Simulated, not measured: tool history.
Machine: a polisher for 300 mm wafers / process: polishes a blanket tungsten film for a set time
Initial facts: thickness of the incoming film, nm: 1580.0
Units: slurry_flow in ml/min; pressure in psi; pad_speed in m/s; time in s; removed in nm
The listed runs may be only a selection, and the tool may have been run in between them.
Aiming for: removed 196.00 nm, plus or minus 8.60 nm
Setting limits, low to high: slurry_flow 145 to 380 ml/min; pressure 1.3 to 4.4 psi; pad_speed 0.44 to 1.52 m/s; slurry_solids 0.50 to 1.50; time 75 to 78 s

run	hour	slurry_flow	pressure	pad_speed	slurry_solids	time	removed
1	0.0	245	2.8	0.98	1.00	75	235.86
2	1.7	245	3.3	0.98	1.00	75	274.63
3	3.1	245	3.3	0.98	0.90	75	264.31
4	4.5	210	3.3	0.98	0.90	75	271.72
5	8.3	210	3.3	0.98	0.90	78	273.73
6	9.3	210	3.2	0.98	0.90	78	264.66
7	12.5	210	3.1	0.98	0.90	78	261.75
8	17.9	210	3.0	0.98	0.90	78	254.77
9	23.8	210	2.9	0.98	0.90	78	245.84
10	30.7	210	2.8	0.98	0.90	78	232.12
11	33.4	210	2.5	0.98	0.90	78	217.78

5 candidate next runs follow, results not yet known. Just one meets every target within its allowed miss. Identify it.
A	36.1	145	3.0	0.82	0.75	78	?
B	36.1	150	2.1	1.24	1.10	78	?
C	36.1	250	2.7	1.00	0.85	77	?
D	36.1	255	2.6	1.16	1.00	78	?
E	36.1	145	3.0	0.78	0.75	75	?

move	removed
A	201.49
B	233.14
C	233.43
D	273.63
E	184.63
A: every result lands within tolerance
B: the biggest miss grows against the last run
C: the biggest miss grows against the last run
D: the biggest miss grows against the last run
E: carries the result that was furthest off beyond its target, to the other side
A meets every target.
